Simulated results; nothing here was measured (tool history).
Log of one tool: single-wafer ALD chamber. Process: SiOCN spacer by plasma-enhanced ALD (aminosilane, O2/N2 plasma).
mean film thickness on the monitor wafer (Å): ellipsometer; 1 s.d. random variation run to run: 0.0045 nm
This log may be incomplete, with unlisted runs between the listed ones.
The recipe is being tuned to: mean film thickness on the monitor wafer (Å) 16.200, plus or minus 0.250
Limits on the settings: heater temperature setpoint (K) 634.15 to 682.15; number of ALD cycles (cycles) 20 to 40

run    day  heater temperature setpoint (K)  number of ALD cycles (cycles)  mean film thickness on the monitor wafer (Å)
  1  0.000                           658.15                             30                                        18.684
  2  0.100                           658.15                             28                                        17.369
  3  0.217                           665.15                             28                                        17.415
  4  0.342                           665.15                             29                                        17.934
  5  0.683                           665.15                             28                                        17.378
  6  0.708                           665.15                             31                                        19.253
  7  1.071                           665.15                             29                                        18.045
  8  1.308                           665.15                             28                                        17.384
  9  1.671                           665.15                             27                                        16.754

Below are 5 possible settings for the next run. Only one of them brings all results inside the allowed miss of their targets. Which is it?
  A  2.033                           663.15                             28                                             ?
  B  2.033                           673.15                             25                                             ?
  C  2.033                           663.15                             25                                             ?
  D  2.033                           669.15                             25                                             ?
  E  2.033                           662.15                             26                                             ?

move  mean film thickness on the monitor wafer (Å)
   A                                        17.440
   B                                        15.552
   C                                        15.571
   D                                        15.571
   E                                        16.194
A: lands further from the targets than the last run did
B: the result that was furthest off in the last run now lies on the other side of its target
C: the result that was furthest off in the last run now lies on the other side of its target
D: the result that was furthest off in the last run now lies on the other side of its target
E: every result within its allowed miss
E meets every target.
